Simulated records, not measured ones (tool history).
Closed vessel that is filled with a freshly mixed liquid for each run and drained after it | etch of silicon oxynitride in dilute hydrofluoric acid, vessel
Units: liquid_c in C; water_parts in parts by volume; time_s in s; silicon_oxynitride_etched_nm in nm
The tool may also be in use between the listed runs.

run	hour	liquid_c	water_parts	time_s	silicon_oxynitride_etched_nm
1	0	20	75	320	15.761
2	2.5	22	60	320	21.85
3	11.3	23.5	50	320	28.661
4	16.3	25.5	50	320	31.221
5	21.4	25.5	25	320	64.225
6	25	25.5	20	320	79.852
7	33.3	23.5	20	320	71.95
8	38.5	22	20	320	66.563

Forecast run 9:
9	45.1	21	20	320	?

{"run 9": {"silicon_oxynitride_etched_nm": 64.461}}
